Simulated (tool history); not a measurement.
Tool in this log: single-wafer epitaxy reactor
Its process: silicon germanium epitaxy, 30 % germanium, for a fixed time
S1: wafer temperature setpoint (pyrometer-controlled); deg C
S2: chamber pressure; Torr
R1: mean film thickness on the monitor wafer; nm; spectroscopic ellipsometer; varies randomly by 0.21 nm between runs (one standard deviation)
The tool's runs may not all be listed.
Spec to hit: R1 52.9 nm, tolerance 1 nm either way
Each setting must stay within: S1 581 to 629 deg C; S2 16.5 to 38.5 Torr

run    day   S1    S2      R1
  1      0  605  27.5  73.531
  2  0.258  603  27.4   70.19
  3  0.567  603    31   73.89
  4  0.846  607    31  81.043
  5  1.108  605  30.9  77.459
  6  1.204  603  30.9  74.594
  7  1.396  601  30.9  71.322
  8   1.45  599  30.9  68.513
  9  1.683  597  30.9  65.863
 10  2.054  597  30.9  66.077
 11  2.179  596  30.9  64.595
 12  2.412  595  30.9  62.866
 13  2.483  594  30.9  61.683
 14  2.804  593  30.9  59.973
 15  3.162  592  30.9  58.872
 16  3.388  591  30.9  57.718
 17  3.754  585  30.8  50.927

Which single option among these 5 for the next run brings every result within its allowed miss of target? Just one does.
  A  4.121  585  29.4   ?
  B  4.121  588    31   ?
  C  4.121  585  28.1   ?
  D  4.121  586  32.1   ?
  E  4.121  585    37   ?

move      R1
   A  49.759
   B  54.514
   C  48.636
   D  53.117
   E  55.677
A: misses by more than the last run did
B: pushes the last run's worst result past its target
C: misses by more than the last run did
D: every result within its allowed miss
E: pushes the last run's worst result past its target
Go with D: it meets all targets.

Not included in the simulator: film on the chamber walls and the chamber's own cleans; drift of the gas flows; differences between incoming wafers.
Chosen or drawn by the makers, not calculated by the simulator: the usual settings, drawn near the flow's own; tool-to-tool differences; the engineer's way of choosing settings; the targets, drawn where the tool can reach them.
